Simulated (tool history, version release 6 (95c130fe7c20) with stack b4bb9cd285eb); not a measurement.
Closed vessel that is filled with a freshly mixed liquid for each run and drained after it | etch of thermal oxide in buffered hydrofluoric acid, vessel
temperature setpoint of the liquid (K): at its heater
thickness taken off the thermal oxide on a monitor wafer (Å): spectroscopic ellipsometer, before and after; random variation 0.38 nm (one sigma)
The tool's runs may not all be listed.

run  hour  temperature setpoint of the liquid (K)  parts of 40 % ammonium fluoride to one part of 49 % hydrofluoric acid (parts by volume)  time in the liquid (s)  thickness taken off the thermal oxide on a monitor wafer (Å)
  1   0.0                                  295.15                                                                                     16.5                      95                                                        495.78
  2   9.0                                  295.15                                                                                     16.5                      95                                                        494.07
  3  13.3                                  295.15                                                                                     16.5                     100                                                        521.14
  4  18.7                                  297.15                                                                                     15.0                     100                                                        639.54
  5  26.7                                  294.15                                                                                     15.0                     100                                                        538.88
  6  34.5                                  294.15                                                                                     15.0                     100                                                        544.32
  7  41.2                                  296.65                                                                                     14.0                     100                                                        667.28
  8  47.9                                  298.65                                                                                     13.5                     100                                                        774.57

Run 9 comes next. What will it give?
  9  54.0                                  300.15                                                                                     13.5                     100                                                             ?

thickness taken off the thermal oxide on a monitor wafer (Å): 837.78
